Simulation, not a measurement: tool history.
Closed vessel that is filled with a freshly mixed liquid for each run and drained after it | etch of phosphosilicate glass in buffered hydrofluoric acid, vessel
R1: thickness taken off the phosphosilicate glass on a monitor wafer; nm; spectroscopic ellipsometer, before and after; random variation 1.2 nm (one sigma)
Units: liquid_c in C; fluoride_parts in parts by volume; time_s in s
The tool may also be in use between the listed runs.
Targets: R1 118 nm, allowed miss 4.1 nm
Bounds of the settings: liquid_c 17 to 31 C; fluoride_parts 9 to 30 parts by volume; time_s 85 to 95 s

Run 1, hour 0: liquid_c 23 C, fluoride_parts 24 parts by volume, time_s 85 s. Result: R1 152.83 nm.
Run 2, hour 4.6: liquid_c 22.5 C, fluoride_parts 24 parts by volume, time_s 85 s. Result: R1 146.92 nm.
Run 3, hour 11.3: liquid_c 22 C, fluoride_parts 24 parts by volume, time_s 85 s. Result: R1 143.99 nm.
Run 4, hour 12.8: liquid_c 22 C, fluoride_parts 24 parts by volume, time_s 85 s. Result: R1 144.76 nm.
Run 5, hour 16: liquid_c 21.5 C, fluoride_parts 24 parts by volume, time_s 85 s. Result: R1 139.4 nm.
Run 6, hour 20: liquid_c 21 C, fluoride_parts 24 parts by volume, time_s 85 s. Result: R1 139.44 nm.
Run 7, hour 21.1: liquid_c 20.5 C, fluoride_parts 24 parts by volume, time_s 85 s. Result: R1 132.29 nm.
Run 8, hour 25.3: liquid_c 20 C, fluoride_parts 24 parts by volume, time_s 85 s. Result: R1 129.81 nm.
Run 9, hour 33.5: liquid_c 19 C, fluoride_parts 24 parts by volume, time_s 85 s. Result: R1 124.5 nm.

4 next moves are on the table. One of them brings every result within its allowed miss. Which?
Run A, hour 41.7: liquid_c 17 C, fluoride_parts 19.5 parts by volume, time_s 90 s. Result: R1 ?.
Run B, hour 41.7: liquid_c 17 C, fluoride_parts 19 parts by volume, time_s 85 s. Result: R1 ?.
Run C, hour 41.7: liquid_c 18.5 C, fluoride_parts 24 parts by volume, time_s 95 s. Result: R1 ?.
Run D, hour 41.7: liquid_c 17.5 C, fluoride_parts 25 parts by volume, time_s 90 s. Result: R1 ?.

move      R1
   A  135.63
   B  131.43
   C  134.09
   D  116.65
A: further off than the last run
B: further off than the last run
C: further off than the last run
D: meets every target
Move D is the one to make.
